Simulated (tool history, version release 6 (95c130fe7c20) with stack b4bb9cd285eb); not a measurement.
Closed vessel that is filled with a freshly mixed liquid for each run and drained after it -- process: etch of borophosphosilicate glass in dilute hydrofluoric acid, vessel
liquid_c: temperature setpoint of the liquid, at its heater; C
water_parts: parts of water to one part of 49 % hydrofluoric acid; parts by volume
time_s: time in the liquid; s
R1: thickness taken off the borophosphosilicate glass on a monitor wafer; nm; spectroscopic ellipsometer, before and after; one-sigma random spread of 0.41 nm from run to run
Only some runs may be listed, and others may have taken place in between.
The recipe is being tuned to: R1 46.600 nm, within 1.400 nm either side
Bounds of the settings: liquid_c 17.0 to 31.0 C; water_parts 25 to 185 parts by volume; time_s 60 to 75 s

Run 1, hour 0.0: liquid_c 23.0 C, water_parts 105 parts by volume, time_s 75 s. Result: R1 27.511 nm.
Run 2, hour 1.1: liquid_c 24.0 C, water_parts 100 parts by volume, time_s 75 s. Result: R1 29.835 nm.
Run 3, hour 6.0: liquid_c 24.0 C, water_parts 100 parts by volume, time_s 60 s. Result: R1 24.206 nm.
Run 4, hour 7.5: liquid_c 24.0 C, water_parts 90 parts by volume, time_s 60 s. Result: R1 26.876 nm.
Run 5, hour 15.8: liquid_c 26.5 C, water_parts 90 parts by volume, time_s 60 s. Result: R1 29.506 nm.
Run 6, hour 17.2: liquid_c 26.5 C, water_parts 90 parts by volume, time_s 60 s. Result: R1 29.488 nm.
Run 7, hour 22.6: liquid_c 26.5 C, water_parts 90 parts by volume, time_s 60 s. Result: R1 29.898 nm.
Run 8, hour 30.5: liquid_c 27.0 C, water_parts 85 parts by volume, time_s 60 s. Result: R1 32.514 nm.
At hour 34.9: thermometer replaced.
Run 9, hour 34.9: liquid_c 27.5 C, water_parts 80 parts by volume, time_s 60 s. Result: R1 33.920 nm.
Run 10, hour 44.3: liquid_c 28.0 C, water_parts 75 parts by volume, time_s 60 s. Result: R1 36.911 nm.
Run 11, hour 52.5: liquid_c 28.5 C, water_parts 75 parts by volume, time_s 60 s. Result: R1 37.926 nm.
Run 12, hour 61.8: liquid_c 28.5 C, water_parts 75 parts by volume, time_s 60 s. Result: R1 37.791 nm.
Run 13, hour 65.6: liquid_c 29.0 C, water_parts 75 parts by volume, time_s 60 s. Result: R1 38.198 nm.
Run 14, hour 68.0: liquid_c 29.5 C, water_parts 75 parts by volume, time_s 60 s. Result: R1 38.488 nm.

Next run, 4 choices. One meets every target within its allowed miss, the rest don't. Which?
Run A, hour 70.4: liquid_c 30.5 C, water_parts 85 parts by volume, time_s 60 s. Result: R1 ?.
Run B, hour 70.4: liquid_c 30.0 C, water_parts 75 parts by volume, time_s 75 s. Result: R1 ?.
Run C, hour 70.4: liquid_c 26.0 C, water_parts 70 parts by volume, time_s 75 s. Result: R1 ?.
Run D, hour 70.4: liquid_c 28.0 C, water_parts 70 parts by volume, time_s 75 s. Result: R1 ?.

move      R1
   A  35.102
   B  49.513
   C  45.693
   D  49.449
A: further off than the last run
B: carries the result that was furthest off beyond its target, to the other side
C: every result lands within tolerance
D: carries the result that was furthest off beyond its target, to the other side
Move C is the one to make.
